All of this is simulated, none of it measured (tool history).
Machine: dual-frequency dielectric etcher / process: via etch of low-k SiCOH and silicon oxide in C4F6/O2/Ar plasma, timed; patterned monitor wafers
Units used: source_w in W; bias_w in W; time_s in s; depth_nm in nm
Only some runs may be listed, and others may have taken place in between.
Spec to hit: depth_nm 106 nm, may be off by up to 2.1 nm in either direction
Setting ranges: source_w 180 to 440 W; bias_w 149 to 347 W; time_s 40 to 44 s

run  hour  source_w  bias_w  time_s  depth_nm
  1     0       310     248      44    117.61
  2     7       310     289      44    125.44
  3  15.5       310     314      44    131.18
  4  21.2       310     314      44    130.01
  5  26.2       310     314      44    130.93
  6  29.9       310     314      40     119.4
  7  37.1       300     312      40    117.22
  8  41.5       290     311      40    116.39
  9    48       280     310      40    113.84
 10  51.2       270     309      40    112.83
 11  59.4       260     308      40    112.62
 12  61.4       250     307      40    110.11
 13  65.6       250     306      40    111.04
 14  69.5       250     306      40     109.3
 15  78.3       240     305      40    109.06
 16  83.8       240     304      40    108.92

Which one of the following 5 next-run settings gets every result inside its allowed miss? There is exactly one.
  A  89.3       260     289    40.5         ?
  B  89.3       240     311    41.5         ?
  C  89.3       220     294    40.5         ?
  D  89.3       240     304    41.5         ?
  E  89.3       240     299    41.5         ?

move  depth_nm
   A    109.33
   B    112.86
   C    104.81
   D    111.77
   E    110.98
A: misses by more than the last run did
B: misses by more than the last run did
C: in spec on every target
D: misses by more than the last run did
E: misses by more than the last run did
C meets every target.
